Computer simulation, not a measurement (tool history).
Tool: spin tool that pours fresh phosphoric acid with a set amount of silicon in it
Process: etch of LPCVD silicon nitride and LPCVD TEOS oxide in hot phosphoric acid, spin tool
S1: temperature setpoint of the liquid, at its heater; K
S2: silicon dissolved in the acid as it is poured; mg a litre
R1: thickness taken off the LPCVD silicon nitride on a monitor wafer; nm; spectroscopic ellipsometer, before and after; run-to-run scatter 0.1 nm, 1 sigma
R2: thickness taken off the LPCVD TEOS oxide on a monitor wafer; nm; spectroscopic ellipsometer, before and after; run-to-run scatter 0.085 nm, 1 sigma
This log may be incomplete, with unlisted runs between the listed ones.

{"run": 1, "hour": 0.0, "S1": 432.15, "S2": 11.0, "time under the liquid (s)": 180, "R1": 13.924, "R2": 0.36402}
{"run": 2, "hour": 0.7, "S1": 433.15, "S2": 9.5, "time under the liquid (s)": 205, "R1": 16.491, "R2": 0.53071}
{"run": 3, "hour": 8.9, "S1": 434.65, "S2": 9.5, "time under the liquid (s)": 205, "R1": 17.205, "R2": 0.58262}
{"run": 4, "hour": 10.9, "S1": 433.15, "S2": 9.5, "time under the liquid (s)": 205, "R1": 16.429, "R2": 0.49154}
{"run": 5, "hour": 11.8, "S1": 433.15, "S2": 9.5, "time under the liquid (s)": 145, "R1": 11.704, "R2": 0.36096}
{"run": 6, "hour": 15.2, "S1": 433.15, "S2": 9.5, "time under the liquid (s)": 100, "R1": 8.0361, "R2": 0.27123}
{"run": 7, "hour": 21.4, "S1": 435.65, "S2": 3.5, "time under the liquid (s)": 190, "R1": 16.589, "R2": 0.81127}

Run 8 is up next; what results do you expect?
{"run": 8, "hour": 28.3, "S1": 436.65, "S2": 10.5, "time under the liquid (s)": 280, "R1": "?", "R2": "?"}

{"run 8": {"R1": 25.257, "R2": 0.98371}}

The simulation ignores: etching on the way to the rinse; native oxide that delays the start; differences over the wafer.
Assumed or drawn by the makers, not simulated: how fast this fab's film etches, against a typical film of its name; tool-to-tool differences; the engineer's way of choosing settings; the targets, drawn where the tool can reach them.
